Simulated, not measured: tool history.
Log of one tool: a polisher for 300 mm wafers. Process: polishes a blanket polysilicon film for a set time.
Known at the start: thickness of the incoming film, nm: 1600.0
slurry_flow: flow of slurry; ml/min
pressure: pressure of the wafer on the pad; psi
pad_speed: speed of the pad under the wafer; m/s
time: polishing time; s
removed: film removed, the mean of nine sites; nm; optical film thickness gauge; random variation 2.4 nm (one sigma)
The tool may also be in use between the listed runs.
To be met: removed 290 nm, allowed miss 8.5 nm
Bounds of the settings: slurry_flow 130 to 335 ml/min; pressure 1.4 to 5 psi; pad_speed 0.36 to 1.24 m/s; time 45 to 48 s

run	hour	slurry_flow	pressure	pad_speed	time	removed
1	0	215	3.2	0.8	45	409.05
2	2.8	210	3	0.8	45	380.41
3	9.8	205	2.8	0.8	45	356.23
4	13	205	2	0.8	45	257.94
5	17.2	170	2	0.8	45	247.73
6	18.1	170	1.6	0.8	45	203.55
7	22.5	195	2.5	0.8	45	317.92
8	25.4	190	2.5	0.8	45	320.96
9	27.2	190	2.4	0.8	45	303.02

5 next moves are on the table. One of them brings every result within its allowed miss. Which?
A	29	185	2.2	0.88	45	?
B	29	205	1.9	0.94	45	?
C	29	255	2.2	0.82	48	?
D	29	175	2.6	0.76	46	?
E	29	225	2.5	0.8	45	?

move	removed
A	307.3
B	288.75
C	320.35
D	318.64
E	326.85
A: further off than the last run
B: meets every target
C: further off than the last run
D: further off than the last run
E: further off than the last run
The right move is B.
